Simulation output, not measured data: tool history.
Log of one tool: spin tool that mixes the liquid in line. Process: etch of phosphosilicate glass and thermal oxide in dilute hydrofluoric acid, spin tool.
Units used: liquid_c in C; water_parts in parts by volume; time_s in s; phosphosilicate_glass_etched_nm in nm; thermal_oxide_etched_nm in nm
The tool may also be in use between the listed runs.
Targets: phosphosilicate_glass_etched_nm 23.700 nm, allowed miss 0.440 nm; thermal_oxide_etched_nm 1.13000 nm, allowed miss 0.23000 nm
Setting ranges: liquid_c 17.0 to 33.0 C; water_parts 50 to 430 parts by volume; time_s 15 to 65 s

run  hour  liquid_c  water_parts  time_s  phosphosilicate_glass_etched_nm  thermal_oxide_etched_nm
  1   0.0      25.0          240      35                           11.962                  0.57261
  2   6.8      27.0          220      35                           14.360                  0.69495
  3  14.2      27.0          220      45                           18.433                  0.86407
  4  23.0      28.5          215      45                           19.938                  0.88268
  5  27.1      29.5          210      45                           21.483                  1.01650
  6  32.2      29.5          210      35                           16.649                  0.80464
  7  35.3      30.5          200      35                           18.219                  0.84988
  8  41.3      31.0          190      35                           19.909                  0.97133
  9  47.8      31.5          185      35                           20.769                  1.08730
 10  51.5      31.5          185      35                           20.817                  0.99526
 11  53.0      31.5          185      35                           20.886                  0.99620
 12  58.3      32.0          180      35                           22.000                  0.99764
 13  59.5      32.5          180      35                           22.313                  1.18070
 14  63.6      32.5          175      35                           22.915                  1.09530

Exactly one of the 4 candidate moves below puts every result within its allowed miss. Which one?
  A  67.7      27.0          170      40                                ?                        ?
  B  67.7      32.0          170      35                                ?                        ?
  C  67.7      31.0          195      45                                ?                        ?
  D  67.7      33.0          140      25                                ?                        ?

move  phosphosilicate_glass_etched_nm  thermal_oxide_etched_nm
   A                           22.467                  1.05630
   B                           23.485                  1.10420
   C                           24.622                  1.15760
   D                           21.981                  1.03340
A: its largest miss is bigger than the last run's
B: every result within its allowed miss
C: pushes the last run's worst result past its target
D: its largest miss is bigger than the last run's
B is the move that brings every result within its allowed miss.
